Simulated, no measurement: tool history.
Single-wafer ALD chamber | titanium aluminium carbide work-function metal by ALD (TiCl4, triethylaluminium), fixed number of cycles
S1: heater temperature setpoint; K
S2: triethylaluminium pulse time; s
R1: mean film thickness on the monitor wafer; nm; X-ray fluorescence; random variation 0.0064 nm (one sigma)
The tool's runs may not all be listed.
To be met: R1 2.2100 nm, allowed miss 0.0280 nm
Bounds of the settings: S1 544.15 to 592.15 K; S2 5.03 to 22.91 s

run  hour      S1     S2      R1
  1   0.0  568.15  13.97  1.9237
  2   5.8  568.15  17.66  1.9829
  3   8.5  564.15  17.66  1.9351
  4  10.8  564.15  21.64  1.9638
  5  18.2  559.15  21.64  1.9155
  6  23.6  559.15  19.67  1.9111
  7  29.9  570.15  20.78  2.0080
  8  35.9  577.15  21.48  2.0862

Which of these 5 next moves meets every target?
  A  41.9  580.15  20.38   ?
  B  41.9  573.15  17.77   ?
  C  41.9  563.15  20.06   ?
  D  41.9  562.15  18.57   ?
  E  41.9  589.15  21.38   ?

move      R1
   A  2.1184
   B  2.0282
   C  1.9451
   D  1.9254
   E  2.2154
A: nearer than the last run, and not there yet
B: further off than the last run
C: further off than the last run
D: further off than the last run
E: meets every target
Answer: E
